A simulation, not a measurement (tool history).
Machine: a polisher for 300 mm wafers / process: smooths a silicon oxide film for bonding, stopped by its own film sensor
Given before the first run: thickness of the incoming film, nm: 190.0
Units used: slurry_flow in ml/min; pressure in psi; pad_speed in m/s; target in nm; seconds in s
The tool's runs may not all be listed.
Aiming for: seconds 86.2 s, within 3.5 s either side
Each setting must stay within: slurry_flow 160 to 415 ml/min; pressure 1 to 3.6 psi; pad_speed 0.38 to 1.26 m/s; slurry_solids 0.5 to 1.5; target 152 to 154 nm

run  hour  slurry_flow  pressure  pad_speed  slurry_solids  target  seconds
  1     0          265       2.3       0.82              1     154   45.046
  2   7.1          330       2.3       0.82              1     154   43.539
  3    16          330       2.1        0.8              1     154   50.008
  4  18.3          330       1.9        0.8              1     154   54.292
  5  26.7          330       1.7        0.8              1     154   60.633
  6  32.2          330       1.6        0.8              1     154   64.988
  7  38.4          330         1       0.78              1     154   101.64
  8  40.6          335         1       0.78              1     154   100.44
  9  44.6          345       1.1       0.78              1     154   92.098

Pick the move, out of 5, that brings all results within their allowed miss; only one does.
  A  48.6          370       1.5       0.52           0.95     154        ?
  B  48.6          370       1.3       0.86           0.75     154        ?
  C  48.6          415       1.2       0.62            1.1     154        ?
  D  48.6          290         1       0.78            1.2     152        ?
  E  48.6          325       1.1       0.72            1.2     152        ?

move  seconds
   A   95.586
   B   85.673
   C   96.193
   D   100.81
   E   96.816
A: the biggest miss grows against the last run
B: meets every target
C: the biggest miss grows against the last run
D: the biggest miss grows against the last run
E: the biggest miss grows against the last run
The right move is B.
